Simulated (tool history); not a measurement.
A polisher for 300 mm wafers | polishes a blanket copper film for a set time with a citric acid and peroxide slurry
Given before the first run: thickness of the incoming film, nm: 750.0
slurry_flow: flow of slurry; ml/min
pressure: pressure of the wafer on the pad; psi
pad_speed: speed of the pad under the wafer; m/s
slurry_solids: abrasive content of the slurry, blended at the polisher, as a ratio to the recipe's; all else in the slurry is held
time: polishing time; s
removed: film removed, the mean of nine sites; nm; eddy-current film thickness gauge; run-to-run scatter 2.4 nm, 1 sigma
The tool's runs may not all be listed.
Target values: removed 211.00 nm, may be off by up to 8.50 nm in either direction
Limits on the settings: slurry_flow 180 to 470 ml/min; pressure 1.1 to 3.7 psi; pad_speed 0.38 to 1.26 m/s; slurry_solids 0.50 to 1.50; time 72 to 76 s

run,day,slurry_flow,pressure,pad_speed,slurry_solids,time,removed
1,0.000,300,2.4,0.82,1.00,72,128.50
2,0.329,300,2.4,0.66,1.00,72,106.49
3,0.683,300,2.7,0.70,1.00,72,124.09
4,1.029,350,2.7,0.70,1.00,72,128.75
5,1.342,355,2.9,0.72,1.00,72,137.54
6,1.704,415,2.9,0.72,1.00,72,138.32
7,1.842,415,3.1,0.74,1.00,72,154.54
8,1.908,415,3.2,0.76,1.00,72,160.50
9,1.946,415,3.3,0.78,1.00,72,171.84
10,2.121,415,3.4,0.80,1.00,72,178.41

Next run, 4 choices. One meets every target within its allowed miss, the rest don't. Which?
A,2.296,440,3.7,0.96,0.90,73,?
B,2.296,445,3.6,0.94,1.05,76,?
C,2.296,450,3.7,0.78,1.20,75,?
D,2.296,420,3.3,1.02,0.90,76,?

move,removed
A,227.91
B,235.28
C,209.20
D,223.23
A: takes the biggest miss from the last run beyond its target
B: takes the biggest miss from the last run beyond its target
C: every result within its allowed miss
D: takes the biggest miss from the last run beyond its target
So the answer is move C, the one that meets all the targets.
